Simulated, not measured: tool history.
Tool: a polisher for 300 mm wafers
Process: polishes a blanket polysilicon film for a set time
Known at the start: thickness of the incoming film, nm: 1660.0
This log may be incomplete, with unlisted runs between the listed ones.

run,hour,flow of slurry (ml/min),pressure of the wafer on the pad (psi),speed of the pad under the wafer (m/s),polishing time (s),film removed (Å)
1,0,135,3.4,1.26,65,8881.3
2,8.3,135,3.4,1.26,65,8918.1
3,10.4,135,3.4,1.46,65,10077
4,11.6,130,2.9,1.46,65,8499
5,20.2,100,2.9,1.46,65,8085.5
6,25.4,95,2.7,1.46,65,7594.3

The next listed run, before its measurement:
7,29,95,2.5,1.46,65,?

film removed (Å): 6959.3

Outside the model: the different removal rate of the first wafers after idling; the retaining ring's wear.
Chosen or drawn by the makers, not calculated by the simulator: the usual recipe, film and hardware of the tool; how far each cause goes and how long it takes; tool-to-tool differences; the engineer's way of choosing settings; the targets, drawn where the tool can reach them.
